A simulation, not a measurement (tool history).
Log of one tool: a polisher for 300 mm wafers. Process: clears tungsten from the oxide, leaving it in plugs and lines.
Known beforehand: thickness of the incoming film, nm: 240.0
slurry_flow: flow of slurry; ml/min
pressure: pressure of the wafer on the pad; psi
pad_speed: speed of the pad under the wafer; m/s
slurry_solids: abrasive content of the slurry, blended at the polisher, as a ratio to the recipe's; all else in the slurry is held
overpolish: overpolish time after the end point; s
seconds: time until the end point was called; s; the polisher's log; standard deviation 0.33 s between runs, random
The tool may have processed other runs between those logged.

run  hour  slurry_flow  pressure  pad_speed  slurry_solids  overpolish  seconds
  1   0.0          180       3.3       1.32            1.0           8   47.630
  2   2.4          185       3.7       1.32            1.0           8   42.109
  3   9.6          185       3.0       1.32            1.0           8   51.098
  4  14.9          190       3.5       1.34            1.0           8   45.311
  5  23.6          190       3.5       1.34            0.9           8   45.920
  6  32.4          165       3.5       1.34            0.9           8   45.927

Predict the results of run 7:
  7  39.0          165       3.9       1.36            0.9           8        ?

{"run 7": {"seconds": 39.832}}
